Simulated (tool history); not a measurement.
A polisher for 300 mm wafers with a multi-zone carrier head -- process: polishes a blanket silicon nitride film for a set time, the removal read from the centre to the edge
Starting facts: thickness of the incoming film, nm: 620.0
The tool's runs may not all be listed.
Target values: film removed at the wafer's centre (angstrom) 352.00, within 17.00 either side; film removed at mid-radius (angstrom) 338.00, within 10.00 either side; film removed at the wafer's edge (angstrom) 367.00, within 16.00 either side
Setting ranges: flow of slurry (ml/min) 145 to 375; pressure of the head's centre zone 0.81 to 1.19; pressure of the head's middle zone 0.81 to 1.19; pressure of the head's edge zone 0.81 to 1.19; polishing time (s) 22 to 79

run,hour,flow of slurry (ml/min),pressure of the head's centre zone,pressure of the head's middle zone,pressure of the head's edge zone,polishing time (s),film removed at the wafer's centre (angstrom),film removed at mid-radius (angstrom),film removed at the wafer's edge (angstrom)
1,0.0,240,1.00,1.00,1.00,50,515.76,506.34,497.47
2,5.3,235,0.98,0.97,0.98,47,462.73,472.49,467.50
3,6.9,230,0.99,0.94,0.98,44,452.28,426.01,425.61
4,15.8,225,0.97,0.91,0.98,43,420.21,405.00,425.24
5,23.1,220,0.96,0.89,0.96,42,409.39,388.04,404.46
6,31.9,220,0.92,0.89,0.96,42,408.28,378.84,412.89
7,39.2,215,0.91,0.90,0.95,41,371.86,377.74,401.42
8,44.4,210,0.91,0.88,0.94,41,377.56,373.81,402.68
9,47.8,210,0.91,0.88,0.94,41,382.34,369.56,396.71
10,56.7,210,0.91,0.88,0.94,41,373.92,370.90,402.53
11,62.6,210,0.91,0.87,0.93,40,364.12,351.36,397.95

Exactly one of the 4 candidate moves below puts every result within its allowed miss. Which one?
A,68.5,235,1.01,1.00,1.19,35,?,?,?
B,68.5,155,0.87,0.88,0.81,43,?,?,?
C,68.5,210,0.91,0.87,0.90,38,?,?,?
D,68.5,315,0.92,0.86,1.04,40,?,?,?

move,film removed at the wafer's centre (angstrom),film removed at mid-radius (angstrom),film removed at the wafer's edge (angstrom)
A,353.45,359.90,374.53
B,363.46,378.73,382.43
C,347.23,343.96,360.76
D,385.32,372.99,413.77
A: gets the furthest-off result to its target, but another result is out of tolerance
B: gets the furthest-off result to its target, but another result is out of tolerance
C: every result within its allowed miss
D: further off than the last run
Answer: C
